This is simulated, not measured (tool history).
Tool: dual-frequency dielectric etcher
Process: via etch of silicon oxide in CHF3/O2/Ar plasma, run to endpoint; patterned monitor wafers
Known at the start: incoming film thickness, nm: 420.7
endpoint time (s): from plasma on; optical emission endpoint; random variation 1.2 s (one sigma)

Run 1, hour 0.0: source power (W) 680, bias power (W) 218. Result: endpoint time (s) 178.44.
Run 2, hour 5.9: source power (W) 680, bias power (W) 186. Result: endpoint time (s) 188.36.
Run 3, hour 9.3: source power (W) 660, bias power (W) 185. Result: endpoint time (s) 191.39.
Run 4, hour 12.0: source power (W) 650, bias power (W) 184. Result: endpoint time (s) 193.79.
Run 5, hour 12.9: source power (W) 760, bias power (W) 184. Result: endpoint time (s) 178.58.
Run 6, hour 16.6: source power (W) 700, bias power (W) 184. Result: endpoint time (s) 185.90.
Run 7, hour 18.9: source power (W) 680, bias power (W) 183. Result: endpoint time (s) 190.08.

Forecast run 8:
At hour 26.6: bias power generator calibrated.
Run 8, hour 26.6: source power (W) 670, bias power (W) 182. Result: endpoint time (s) ?.

Run 8 gave endpoint time (s) 192.68.
